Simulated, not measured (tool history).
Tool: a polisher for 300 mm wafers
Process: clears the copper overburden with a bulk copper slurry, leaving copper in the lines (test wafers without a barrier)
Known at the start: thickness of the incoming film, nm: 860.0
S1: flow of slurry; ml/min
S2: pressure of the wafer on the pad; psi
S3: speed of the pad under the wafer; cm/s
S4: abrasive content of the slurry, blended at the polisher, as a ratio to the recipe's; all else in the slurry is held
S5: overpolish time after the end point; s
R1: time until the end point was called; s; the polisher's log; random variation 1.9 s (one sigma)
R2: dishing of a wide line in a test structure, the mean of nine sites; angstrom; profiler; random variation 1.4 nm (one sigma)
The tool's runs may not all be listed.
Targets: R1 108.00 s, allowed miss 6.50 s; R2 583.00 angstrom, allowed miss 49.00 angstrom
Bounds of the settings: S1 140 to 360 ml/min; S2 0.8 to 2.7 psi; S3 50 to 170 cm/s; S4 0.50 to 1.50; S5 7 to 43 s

{"run": 1, "hour": 0.0, "S1": 230, "S2": 1.7, "S3": 110, "S4": 1.0, "S5": 22, "R1": 180.46, "R2": 487.79}
{"run": 2, "hour": 4.2, "S1": 230, "S2": 1.7, "S3": 92, "S4": 1.0, "S5": 22, "R1": 210.82, "R2": 479.62}
{"run": 3, "hour": 8.8, "S1": 230, "S2": 1.4, "S3": 92, "S4": 1.0, "S5": 22, "R1": 267.74, "R2": 406.95}
{"run": 4, "hour": 10.0, "S1": 230, "S2": 1.7, "S3": 96, "S4": 1.0, "S5": 19, "R1": 207.33, "R2": 431.82}
{"run": 5, "hour": 14.1, "S1": 230, "S2": 1.9, "S3": 96, "S4": 1.0, "S5": 19, "R1": 184.2, "R2": 445.28}
{"run": 6, "hour": 15.8, "S1": 230, "S2": 1.9, "S3": 96, "S4": 1.0, "S5": 12, "R1": 186.02, "R2": 356.21}
{"run": 7, "hour": 16.4, "S1": 230, "S2": 2.1, "S3": 98, "S4": 1.0, "S5": 14, "R1": 163.87, "R2": 423.89}
{"run": 8, "hour": 19.2, "S1": 230, "S2": 2.3, "S3": 100, "S4": 1.0, "S5": 15, "R1": 146.36, "R2": 476.58}

Which of these 5 next moves meets every target?
{"run": "A", "hour": 22.0, "S1": 210, "S2": 1.8, "S3": 86, "S4": 1.0, "S5": 16, "R1": "?", "R2": "?"}
{"run": "B", "hour": 22.0, "S1": 215, "S2": 2.3, "S3": 116, "S4": 0.95, "S5": 14, "R1": "?", "R2": "?"}
{"run": "C", "hour": 22.0, "S1": 240, "S2": 2.5, "S3": 122, "S4": 1.05, "S5": 18, "R1": "?", "R2": "?"}
{"run": "D", "hour": 22.0, "S1": 280, "S2": 2.3, "S3": 74, "S4": 0.7, "S5": 38, "R1": "?", "R2": "?"}
{"run": "E", "hour": 22.0, "S1": 320, "S2": 1.9, "S3": 90, "S4": 0.8, "S5": 15, "R1": "?", "R2": "?"}

move=A R1=223.51 R2=384.88
move=B R1=132.82 R2=484.05
move=C R1=112.46 R2=572.89
move=D R1=211.85 R2=582.66
move=E R1=203.14 R2=394.10
A: further off than the last run
B: nearer than the last run, and not there yet
C: meets every target
D: further off than the last run
E: further off than the last run
The right move is C.
